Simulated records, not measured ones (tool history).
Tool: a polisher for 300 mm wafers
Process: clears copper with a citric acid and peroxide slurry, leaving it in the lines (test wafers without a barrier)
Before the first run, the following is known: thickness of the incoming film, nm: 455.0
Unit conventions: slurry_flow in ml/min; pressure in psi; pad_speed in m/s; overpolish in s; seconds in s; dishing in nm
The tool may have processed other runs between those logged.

run 1 day=0.000 | slurry_flow=260 pressure=3.2 pad_speed=1.28 slurry_solids=1.0 overpolish=20 | seconds=154.08 dishing=35.738
run 2 day=0.212 | slurry_flow=260 pressure=2.8 pad_speed=1.28 slurry_solids=1.0 overpolish=20 | seconds=174.73 dishing=33.135
run 3 day=0.396 | slurry_flow=260 pressure=2.8 pad_speed=1.52 slurry_solids=1.0 overpolish=20 | seconds=148.32 dishing=37.495
run 4 day=0.575 | slurry_flow=260 pressure=2.4 pad_speed=1.52 slurry_solids=1.0 overpolish=22 | seconds=173.08 dishing=35.870
run 5 day=0.888 | slurry_flow=260 pressure=1.8 pad_speed=1.52 slurry_solids=1.0 overpolish=22 | seconds=227.01 dishing=28.063
run 6 day=1.246 | slurry_flow=260 pressure=1.8 pad_speed=1.76 slurry_solids=1.0 overpolish=22 | seconds=197.80 dishing=31.181

The next listed run, before its measurement:
run 7 day=1.517 | slurry_flow=260 pressure=1.8 pad_speed=1.76 slurry_solids=1.0 overpolish=22 | seconds=? dishing=?

seconds: 199.25 s
dishing: 30.756 nm
